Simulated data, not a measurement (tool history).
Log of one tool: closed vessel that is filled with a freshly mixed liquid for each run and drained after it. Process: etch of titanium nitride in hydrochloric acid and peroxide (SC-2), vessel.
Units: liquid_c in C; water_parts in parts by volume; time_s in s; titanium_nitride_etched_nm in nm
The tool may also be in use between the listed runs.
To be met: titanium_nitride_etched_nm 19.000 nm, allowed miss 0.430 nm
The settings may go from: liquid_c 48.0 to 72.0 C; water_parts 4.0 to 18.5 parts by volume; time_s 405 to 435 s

run  hour  liquid_c  water_parts  time_s  titanium_nitride_etched_nm
  1   0.0      64.0         10.5     405                      20.838
  2   7.8      64.0         10.5     435                      22.237
  3  15.7      63.5         10.5     435                      21.833
  4  21.4      63.5         10.5     435                      21.537
  5  25.3      63.0         10.5     435                      21.074
  6  27.6      63.0         13.5     435                      17.155
  7  28.5      63.5         13.5     435                      17.542
  8  32.0      63.5         13.5     435                      17.471

4 next moves are on the table. One of them brings every result within its allowed miss. Which?
  A  35.5      60.5         12.0     435                           ?
  B  35.5      66.0         12.5     405                           ?
  C  35.5      62.0         13.0     420                           ?
  D  35.5      65.0         12.5     405                           ?

move  titanium_nitride_etched_nm
   A                      16.045
   B                      20.232
   C                      15.874
   D                      19.040
A: further off than the last run
B: takes the result that was furthest off past its target
C: further off than the last run
D: meets every target
Move D is the one to make.

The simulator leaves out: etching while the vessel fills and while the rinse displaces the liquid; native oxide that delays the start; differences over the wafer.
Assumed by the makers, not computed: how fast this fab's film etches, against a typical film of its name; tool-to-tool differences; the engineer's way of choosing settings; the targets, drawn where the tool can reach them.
